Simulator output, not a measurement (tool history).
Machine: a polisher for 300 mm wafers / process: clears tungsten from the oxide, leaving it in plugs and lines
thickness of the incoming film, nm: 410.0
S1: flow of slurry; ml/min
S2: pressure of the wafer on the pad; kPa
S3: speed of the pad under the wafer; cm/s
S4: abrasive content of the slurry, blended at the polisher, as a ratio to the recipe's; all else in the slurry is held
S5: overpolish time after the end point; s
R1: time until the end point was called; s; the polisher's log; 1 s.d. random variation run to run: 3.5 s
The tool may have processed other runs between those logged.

| run | hour | S1 | S2 | S3 | S4 | S5 | R1 |
|---|---|---|---|---|---|---|---|
| 1 | 0 | 210 | 24.1 | 90 | 1 | 28 | 110.02 |
| 2 | 8.8 | 210 | 22.1 | 86 | 1 | 28 | 121.99 |
| 3 | 16.9 | 210 | 22.1 | 86 | 1 | 29 | 123.89 |
| 4 | 20.3 | 210 | 17.9 | 86 | 1 | 29 | 151.64 |
| 5 | 27 | 210 | 16.5 | 82 | 1 | 29 | 169.82 |
| 6 | 35.3 | 210 | 15.9 | 80 | 1 | 29 | 179.65 |
| 7 | 36.3 | 210 | 15.2 | 78 | 1 | 29 | 195.96 |
| 8 | 38.7 | 210 | 14.5 | 76 | 1 | 29 | 205.14 |
| 9 | 41.7 | 205 | 11 | 64 | 1 | 29 | 309.71 |

What does the tool deliver on the next run?
|  | 48.1 | slurry blender recalibrated |
| 10 | 48.1 | 210 | 11.7 | 64 | 1 | 29 | ? |

R1: 278.15 s
